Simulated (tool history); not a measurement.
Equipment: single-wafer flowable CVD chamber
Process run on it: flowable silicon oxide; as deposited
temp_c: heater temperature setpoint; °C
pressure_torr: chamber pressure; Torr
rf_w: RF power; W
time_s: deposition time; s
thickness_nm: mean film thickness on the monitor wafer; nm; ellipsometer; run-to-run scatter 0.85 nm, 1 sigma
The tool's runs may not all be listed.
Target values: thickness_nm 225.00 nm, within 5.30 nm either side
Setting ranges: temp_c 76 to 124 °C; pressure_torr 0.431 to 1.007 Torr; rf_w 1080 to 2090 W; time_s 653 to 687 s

| run | hour | temp_c | pressure_torr | rf_w | time_s | thickness_nm |
|---|---|---|---|---|---|---|
| 1 | 0.0 | 100 | 0.719 | 1585 | 687 | 305.60 |
| 2 | 2.7 | 101 | 0.719 | 1585 | 687 | 293.86 |
| 3 | 9.5 | 101 | 0.719 | 1695 | 687 | 301.68 |
| 4 | 14.1 | 95 | 0.719 | 1695 | 687 | 375.56 |
| 5 | 17.8 | 95 | 0.632 | 1695 | 687 | 332.97 |
| 6 | 25.2 | 95 | 0.530 | 1695 | 687 | 281.71 |
| 7 | 32.8 | 96 | 0.530 | 1695 | 687 | 270.58 |
| 8 | 41.0 | 97 | 0.530 | 1695 | 687 | 262.90 |
| 9 | 46.8 | 98 | 0.530 | 1695 | 687 | 252.30 |
| 10 | 50.4 | 102 | 0.529 | 1695 | 687 | 216.76 |

Which single option among these 5 for the next run brings every result within its allowed miss of target? Just one does.
| A | 54.0 | 102 | 0.507 | 1775 | 687 | ? |
| B | 54.0 | 98 | 0.517 | 1870 | 653 | ? |
| C | 54.0 | 100 | 0.510 | 1760 | 680 | ? |
| D | 54.0 | 96 | 0.477 | 1560 | 684 | ? |
| E | 54.0 | 102 | 0.494 | 1780 | 687 | ? |

| move | thickness_nm |
|---|---|
| A | 211.18 |
| B | 241.46 |
| C | 226.52 |
| D | 238.04 |
| E | 206.44 |
A: further off than the last run
B: takes the biggest miss from the last run beyond its target
C: every result within its allowed miss
D: takes the biggest miss from the last run beyond its target
E: further off than the last run
Answer: C

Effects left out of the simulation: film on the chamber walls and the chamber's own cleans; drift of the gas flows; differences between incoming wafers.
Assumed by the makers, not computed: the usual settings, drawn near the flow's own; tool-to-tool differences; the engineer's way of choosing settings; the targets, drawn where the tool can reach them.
